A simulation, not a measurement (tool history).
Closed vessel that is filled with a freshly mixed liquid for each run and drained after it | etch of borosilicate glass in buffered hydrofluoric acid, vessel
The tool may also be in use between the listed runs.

run  hour  temperature setpoint of the liquid (K)  parts of 40 % ammonium fluoride to one part of 49 % hydrofluoric acid (parts by volume)  time in the liquid (s)  thickness taken off the borosilicate glass on a monitor wafer (Å)
  1     0                                  295.15                                                                                       13                      95                                                             778.69
  2   8.7                                  296.15                                                                                       13                      95                                                              817.5
  3  10.5                                  293.65                                                                                       13                      95                                                              721.3
  4  18.2                                  295.15                                                                                       13                      95                                                             776.57
  5  18.9                                  298.15                                                                                       13                      95                                                             924.06
  6  21.2                                  298.15                                                                                       11                      95                                                             1079.5
  7  25.5                                  297.65                                                                                       11                      95                                                             1054.7
  8  29.5                                  297.15                                                                                       11                      95                                                             1028.6

Predict the results of run 9:
  9  31.4                                  296.65                                                                                       11                      95                                                                  ?

{"run 9": {"thickness taken off the borosilicate glass on a monitor wafer (Å)": 998.75}}
